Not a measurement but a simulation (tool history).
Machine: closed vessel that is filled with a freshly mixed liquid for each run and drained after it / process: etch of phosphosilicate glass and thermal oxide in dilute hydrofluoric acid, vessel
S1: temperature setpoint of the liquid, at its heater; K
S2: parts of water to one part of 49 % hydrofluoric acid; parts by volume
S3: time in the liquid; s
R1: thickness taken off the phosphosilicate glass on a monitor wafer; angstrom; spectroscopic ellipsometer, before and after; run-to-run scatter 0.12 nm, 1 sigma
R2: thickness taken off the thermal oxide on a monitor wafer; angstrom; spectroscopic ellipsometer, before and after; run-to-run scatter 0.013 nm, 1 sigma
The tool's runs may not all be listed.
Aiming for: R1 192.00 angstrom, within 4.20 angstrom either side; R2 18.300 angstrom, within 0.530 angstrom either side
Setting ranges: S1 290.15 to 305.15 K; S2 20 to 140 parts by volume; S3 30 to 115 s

run,hour,S1,S2,S3,R1,R2
1,0.0,297.15,75,60,447.85,42.107
2,8.7,297.15,75,45,338.49,32.101
3,14.7,295.65,75,45,318.69,29.988
4,18.8,295.15,80,45,289.91,27.480
5,26.5,294.65,80,45,281.72,26.678
6,35.2,294.65,60,45,385.16,37.162
7,44.0,294.15,65,45,348.14,33.163
8,49.7,293.65,70,45,313.46,29.939
9,51.5,293.15,75,45,285.93,27.287
10,54.0,292.65,80,45,261.53,24.817
11,55.9,292.15,80,45,256.73,24.504
12,63.2,291.65,80,45,250.13,23.850
13,70.1,290.65,90,45,209.87,20.096
14,71.7,290.65,95,45,198.27,18.996

Which of these 4 next moves meets every target?
A,73.3,290.65,90,45,?,?
B,73.3,293.65,110,45,?,?
C,73.3,294.65,85,35,?,?
D,73.3,291.65,85,40,?,?

move,R1,R2
A,208.52,20.076
B,189.02,18.199
C,203.95,19.636
D,205.81,19.816
A: misses by more than the last run did
B: every result within its allowed miss
C: misses by more than the last run did
D: misses by more than the last run did
Move B is the one to make.

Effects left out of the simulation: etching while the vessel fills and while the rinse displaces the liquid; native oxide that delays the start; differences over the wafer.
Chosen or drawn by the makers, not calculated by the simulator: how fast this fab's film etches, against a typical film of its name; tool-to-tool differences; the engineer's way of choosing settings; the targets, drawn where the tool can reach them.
